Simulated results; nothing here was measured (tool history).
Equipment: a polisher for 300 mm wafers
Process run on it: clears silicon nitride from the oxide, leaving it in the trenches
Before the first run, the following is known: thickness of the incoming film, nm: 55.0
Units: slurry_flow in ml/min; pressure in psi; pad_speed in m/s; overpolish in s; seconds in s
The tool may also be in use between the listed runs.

run 1 hour=0.0 | slurry_flow=125 pressure=3.1 pad_speed=0.76 overpolish=8 | seconds=62.061
run 2 hour=4.5 | slurry_flow=125 pressure=2.5 pad_speed=0.76 overpolish=8 | seconds=71.333
run 3 hour=5.3 | slurry_flow=95 pressure=2.5 pad_speed=0.76 overpolish=8 | seconds=72.050
run 4 hour=14.0 | slurry_flow=80 pressure=2.5 pad_speed=0.76 overpolish=8 | seconds=76.439
run 5 hour=17.8 | slurry_flow=80 pressure=2.5 pad_speed=0.92 overpolish=8 | seconds=63.174
run 6 hour=25.5 | slurry_flow=80 pressure=2.5 pad_speed=0.86 overpolish=8 | seconds=67.399
run 7 hour=31.8 | slurry_flow=80 pressure=2.2 pad_speed=0.78 overpolish=8 | seconds=82.085

Run 8 is up next; what results do you expect?
run 8 hour=35.6 | slurry_flow=80 pressure=2.0 pad_speed=0.76 overpolish=8 | seconds=?

Run 8 came out at seconds 85.539 s.

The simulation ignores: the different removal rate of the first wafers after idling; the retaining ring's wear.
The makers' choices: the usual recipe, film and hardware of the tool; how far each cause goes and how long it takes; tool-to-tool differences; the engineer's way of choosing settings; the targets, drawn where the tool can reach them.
